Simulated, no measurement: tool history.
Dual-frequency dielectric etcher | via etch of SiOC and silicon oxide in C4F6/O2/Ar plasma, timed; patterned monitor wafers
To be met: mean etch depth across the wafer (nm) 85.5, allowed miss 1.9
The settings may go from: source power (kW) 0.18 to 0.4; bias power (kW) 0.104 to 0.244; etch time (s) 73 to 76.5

| run | hour | source power (kW) | bias power (kW) | etch time (s) | mean etch depth across the wafer (nm) |
|---|---|---|---|---|---|
| 1 | 0 | 0.29 | 0.174 | 73 | 71.701 |
| 2 | 7.9 | 0.31 | 0.179 | 73 | 74.115 |
| 3 | 8.6 | 0.29 | 0.179 | 73 | 73.004 |
| 4 | 15 | 0.3 | 0.185 | 73 | 74.354 |
| 5 | 19.3 | 0.3 | 0.185 | 76.5 | 78.89 |
| 6 | 20.8 | 0.3 | 0.2 | 76.5 | 81.082 |
| 7 | 22.5 | 0.3 | 0.2 | 76.5 | 81.046 |
| 8 | 29.4 | 0.31 | 0.201 | 76.5 | 82.952 |

Which of these 4 next moves meets every target?
| A | 36.3 | 0.32 | 0.214 | 76 | ? |
| B | 36.3 | 0.3 | 0.19 | 74 | ? |
| C | 36.3 | 0.31 | 0.192 | 76.5 | ? |
| D | 36.3 | 0.3 | 0.208 | 75.5 | ? |

| move | mean etch depth across the wafer (nm) |
|---|---|
| A | 84.86 |
| B | 76.542 |
| C | 80.449 |
| D | 81.332 |
A: meets every target
B: further off than the last run
C: further off than the last run
D: further off than the last run
Answer: A

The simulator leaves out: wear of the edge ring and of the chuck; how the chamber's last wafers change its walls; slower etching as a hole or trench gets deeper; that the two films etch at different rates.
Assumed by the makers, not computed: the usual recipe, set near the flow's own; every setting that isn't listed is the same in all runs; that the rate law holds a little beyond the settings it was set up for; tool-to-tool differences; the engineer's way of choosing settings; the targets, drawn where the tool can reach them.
